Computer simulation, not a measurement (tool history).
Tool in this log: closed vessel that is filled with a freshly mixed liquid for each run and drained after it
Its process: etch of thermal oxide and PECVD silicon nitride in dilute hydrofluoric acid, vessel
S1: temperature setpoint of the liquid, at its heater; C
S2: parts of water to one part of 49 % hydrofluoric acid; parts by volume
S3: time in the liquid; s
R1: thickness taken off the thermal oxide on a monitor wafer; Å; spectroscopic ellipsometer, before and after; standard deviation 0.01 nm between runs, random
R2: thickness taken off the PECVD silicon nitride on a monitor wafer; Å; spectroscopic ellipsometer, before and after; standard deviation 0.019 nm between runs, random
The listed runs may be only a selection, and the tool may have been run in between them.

| run | hour | S1 | S2 | S3 | R1 | R2 |
|---|---|---|---|---|---|---|
| 1 | 0 | 21 | 70 | 80 | 47.077 | 25.938 |
| 2 | 4 | 21.5 | 80 | 80 | 41.422 | 22.966 |
| 3 | 6.6 | 22 | 90 | 75 | 34.846 | 20.262 |
| 4 | 11.3 | 25 | 90 | 75 | 39.574 | 24.839 |
| 5 | 16.8 | 21.5 | 90 | 75 | 34.121 | 19.631 |
| 6 | 21.6 | 21.5 | 90 | 55 | 24.984 | 14.419 |

Estimate the outcome of run 7 from the log above:
| 7 | 25 | 24 | 115 | 60 | ? | ? |

Run 7 came out at R1 22.893 Å, R2 14.501 Å.
